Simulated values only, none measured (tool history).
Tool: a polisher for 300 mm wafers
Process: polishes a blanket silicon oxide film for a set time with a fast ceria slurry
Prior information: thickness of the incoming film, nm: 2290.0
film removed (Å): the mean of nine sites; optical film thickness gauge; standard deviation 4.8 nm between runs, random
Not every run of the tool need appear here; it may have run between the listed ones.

run  hour  flow of slurry (ml/min)  pressure of the wafer on the pad (kPa)  speed of the pad under the wafer (m/s)  polishing time (s)  film removed (Å)
  1     0                      295                                    13.1                                    0.88                  44            3717.7
  2   1.3                      295                                    13.1                                    0.88                  39              3314
  3  10.3                      295                                    13.1                                    0.88                  39            3320.1
  4  12.7                      295                                    14.5                                    0.88                  39              3558
  5  13.6                      295                                    15.9                                    0.88                  39            3879.1
  6  21.4                      295                                    17.2                                    0.88                  39            4112.9

What does the tool deliver on the next run?
  7  23.5                      295                                    17.9                                    0.88                  39                 ?

film removed (Å): 4166.6
